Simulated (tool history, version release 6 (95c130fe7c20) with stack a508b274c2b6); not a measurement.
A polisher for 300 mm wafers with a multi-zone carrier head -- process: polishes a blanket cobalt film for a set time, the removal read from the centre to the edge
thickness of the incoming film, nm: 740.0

run	hour	flow of slurry (ml/min)	pressure of the head's centre zone	pressure of the head's middle zone	pressure of the head's edge zone	polishing time (s)	film removed at the wafer's centre (nm)	film removed at mid-radius (nm)	film removed at the wafer's edge (nm)
1	0	145	1	1	1	34	268.92	267.19	264.28
2	2.4	145	0.95	1	1	34	261.92	265.8	266.89
3	7.2	165	0.95	1	1	34	268.27	274.63	270.58
4	8.6	165	0.95	1	1.04	34	267.82	270.84	276.65
5	14.9	165	0.95	1.04	1.04	34	265.84	279.59	275.7
6	20.9	165	0.95	1.04	1.04	29	228.43	241.79	237.37
7	24.6	170	0.97	1.05	1.05	32	256.75	264.2	261.27

For run 8, what comes out?
8	31.1	175	0.98	1.07	1.06	34	?	?	?

film removed at the wafer's centre (nm): 272.77
film removed at mid-radius (nm): 291.53
film removed at the wafer's edge (nm): 276.64
